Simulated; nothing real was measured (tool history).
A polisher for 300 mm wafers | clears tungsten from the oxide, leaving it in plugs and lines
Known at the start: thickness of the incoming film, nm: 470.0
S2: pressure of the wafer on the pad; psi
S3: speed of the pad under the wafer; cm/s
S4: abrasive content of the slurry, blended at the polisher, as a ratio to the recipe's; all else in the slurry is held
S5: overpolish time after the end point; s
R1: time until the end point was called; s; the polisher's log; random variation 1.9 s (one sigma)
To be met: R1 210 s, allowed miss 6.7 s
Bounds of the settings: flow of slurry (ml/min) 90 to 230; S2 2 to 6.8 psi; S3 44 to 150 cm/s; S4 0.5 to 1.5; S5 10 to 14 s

{"run": 1, "day": 0.0, "flow of slurry (ml/min)": 150, "S2": 4.4, "S3": 96, "S4": 1, "S5": 14, "R1": 77.585}
{"run": 2, "day": 0.312, "flow of slurry (ml/min)": 145, "S2": 3.7, "S3": 86, "S4": 1, "S5": 14, "R1": 100.71}
{"run": 3, "day": 0.421, "flow of slurry (ml/min)": 145, "S2": 3.7, "S3": 86, "S4": 1, "S5": 10, "R1": 102.82}
{"run": 4, "day": 0.521, "flow of slurry (ml/min)": 125, "S2": 3.7, "S3": 86, "S4": 1, "S5": 10, "R1": 104.94}
{"run": 5, "day": 0.696, "flow of slurry (ml/min)": 125, "S2": 3.1, "S3": 86, "S4": 1, "S5": 10, "R1": 124.4}
{"run": 6, "day": 0.796, "flow of slurry (ml/min)": 120, "S2": 2.8, "S3": 80, "S4": 1, "S5": 10, "R1": 147.37}
{"run": 7, "day": 0.858, "flow of slurry (ml/min)": 115, "S2": 2.6, "S3": 78, "S4": 1, "S5": 10, "R1": 165.02}
{"run": 8, "day": 0.971, "flow of slurry (ml/min)": 110, "S2": 2.4, "S3": 78, "S4": 1, "S5": 10, "R1": 179.72}
{"run": 9, "day": 1.175, "flow of slurry (ml/min)": 110, "S2": 2.4, "S3": 78, "S4": 1, "S5": 10, "R1": 178.21}
{"run": 10, "day": 1.412, "flow of slurry (ml/min)": 105, "S2": 2.3, "S3": 78, "S4": 1, "S5": 10, "R1": 189.03}
{"run": 11, "day": 1.662, "flow of slurry (ml/min)": 100, "S2": 2.2, "S3": 78, "S4": 1, "S5": 10, "R1": 200.55}
{"run": 12, "day": 1.692, "flow of slurry (ml/min)": 95, "S2": 2.2, "S3": 78, "S4": 1, "S5": 10, "R1": 197.43}

5 next moves are on the table. One of them brings every result within its allowed miss. Which?
{"run": "A", "day": 1.721, "flow of slurry (ml/min)": 110, "S2": 2.7, "S3": 64, "S4": 1.1, "S5": 14, "R1": "?"}
{"run": "B", "day": 1.721, "flow of slurry (ml/min)": 95, "S2": 2.3, "S3": 72, "S4": 1, "S5": 10, "R1": "?"}
{"run": "C", "day": 1.721, "flow of slurry (ml/min)": 140, "S2": 2, "S3": 66, "S4": 1.25, "S5": 14, "R1": "?"}
{"run": "D", "day": 1.721, "flow of slurry (ml/min)": 100, "S2": 3.3, "S3": 56, "S4": 1.2, "S5": 10, "R1": "?"}
{"run": "E", "day": 1.721, "flow of slurry (ml/min)": 90, "S2": 2.1, "S3": 72, "S4": 1.15, "S5": 10, "R1": "?"}

move=A R1=188.97
move=B R1=208.17
move=C R1=224.96
move=D R1=176.96
move=E R1=221.77
A: further off than the last run
B: meets every target
C: takes the result that was furthest off past its target
D: further off than the last run
E: takes the result that was furthest off past its target
Move B is the one to make.

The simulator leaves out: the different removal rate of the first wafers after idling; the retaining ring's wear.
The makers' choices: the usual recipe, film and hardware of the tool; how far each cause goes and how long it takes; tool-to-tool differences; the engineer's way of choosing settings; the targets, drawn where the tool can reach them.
